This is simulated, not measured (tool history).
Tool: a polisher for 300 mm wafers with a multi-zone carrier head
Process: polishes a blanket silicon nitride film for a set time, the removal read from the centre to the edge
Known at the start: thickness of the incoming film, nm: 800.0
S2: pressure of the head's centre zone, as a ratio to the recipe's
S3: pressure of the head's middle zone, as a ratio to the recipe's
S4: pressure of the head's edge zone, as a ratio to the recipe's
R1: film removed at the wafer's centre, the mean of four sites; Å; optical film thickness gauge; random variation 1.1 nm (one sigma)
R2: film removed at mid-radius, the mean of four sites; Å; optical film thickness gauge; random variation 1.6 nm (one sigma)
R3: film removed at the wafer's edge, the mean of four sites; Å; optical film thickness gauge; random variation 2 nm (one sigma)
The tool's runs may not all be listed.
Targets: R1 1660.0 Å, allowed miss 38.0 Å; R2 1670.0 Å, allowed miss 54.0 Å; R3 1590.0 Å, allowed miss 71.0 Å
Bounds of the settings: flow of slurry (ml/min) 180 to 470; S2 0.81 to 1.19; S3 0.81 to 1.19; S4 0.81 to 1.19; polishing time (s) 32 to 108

run 1 hour=0.0 | flow_of_slurry_(ml/min)=300 S2=1.00 S3=1.00 S4=1.00 polishing_time_(s)=70 | R1=1991.8 R2=1990.6 R3=1976.5
run 2 hour=4.3 | flow_of_slurry_(ml/min)=300 S2=1.00 S3=1.00 S4=1.00 polishing_time_(s)=62 | R1=1761.4 R2=1743.4 R3=1767.5
run 3 hour=5.3 | flow_of_slurry_(ml/min)=300 S2=1.06 S3=1.00 S4=1.00 polishing_time_(s)=62 | R1=1825.0 R2=1770.0 R3=1794.4
run 4 hour=11.6 | flow_of_slurry_(ml/min)=300 S2=1.06 S3=1.00 S4=0.97 polishing_time_(s)=62 | R1=1847.6 R2=1791.9 R3=1732.7
run 5 hour=15.9 | flow_of_slurry_(ml/min)=290 S2=1.04 S3=0.99 S4=0.96 polishing_time_(s)=62 | R1=1797.6 R2=1748.4 R3=1727.4
run 6 hour=17.3 | flow_of_slurry_(ml/min)=280 S2=1.03 S3=0.99 S4=0.94 polishing_time_(s)=62 | R1=1773.8 R2=1722.5 R3=1764.4
run 7 hour=23.2 | flow_of_slurry_(ml/min)=355 S2=1.04 S3=1.04 S4=0.95 polishing_time_(s)=54 | R1=1607.4 R2=1601.3 R3=1501.4
run 8 hour=26.3 | flow_of_slurry_(ml/min)=350 S2=1.04 S3=1.04 S4=0.96 polishing_time_(s)=54 | R1=1594.5 R2=1594.8 R3=1568.6
run 9 hour=28.2 | flow_of_slurry_(ml/min)=350 S2=1.05 S3=1.05 S4=0.96 polishing_time_(s)=54 | R1=1621.6 R2=1630.4 R3=1547.9
run 10 hour=31.8 | flow_of_slurry_(ml/min)=350 S2=1.05 S3=1.05 S4=0.97 polishing_time_(s)=54 | R1=1590.5 R2=1595.6 R3=1554.4

5 next moves are on the table. One of them brings every result within its allowed miss. Which?
run A hour=35.4 | flow_of_slurry_(ml/min)=200 S2=1.02 S3=1.10 S4=1.02 polishing_time_(s)=55 | R1=? R2=? R3=?
run B hour=35.4 | flow_of_slurry_(ml/min)=330 S2=1.05 S3=0.93 S4=0.87 polishing_time_(s)=56 | R1=? R2=? R3=?
run C hour=35.4 | flow_of_slurry_(ml/min)=290 S2=1.07 S3=1.00 S4=1.09 polishing_time_(s)=53 | R1=? R2=? R3=?
run D hour=35.4 | flow_of_slurry_(ml/min)=390 S2=1.06 S3=1.07 S4=0.94 polishing_time_(s)=55 | R1=? R2=? R3=?
run E hour=35.4 | flow_of_slurry_(ml/min)=405 S2=0.96 S3=1.04 S4=1.04 polishing_time_(s)=53 | R1=? R2=? R3=?

move=A R1=1498.0 R2=1613.8 R3=1520.6
move=B R1=1661.7 R2=1509.7 R3=1503.6
move=C R1=1576.1 R2=1499.5 R3=1568.5
move=D R1=1671.1 R2=1691.6 R3=1543.5
move=E R1=1492.3 R2=1595.9 R3=1565.3
A: further off than the last run
B: brings the result that was furthest off to its target, and leaves another outside
C: further off than the last run
D: meets every target
E: further off than the last run
Move D is the one to make.
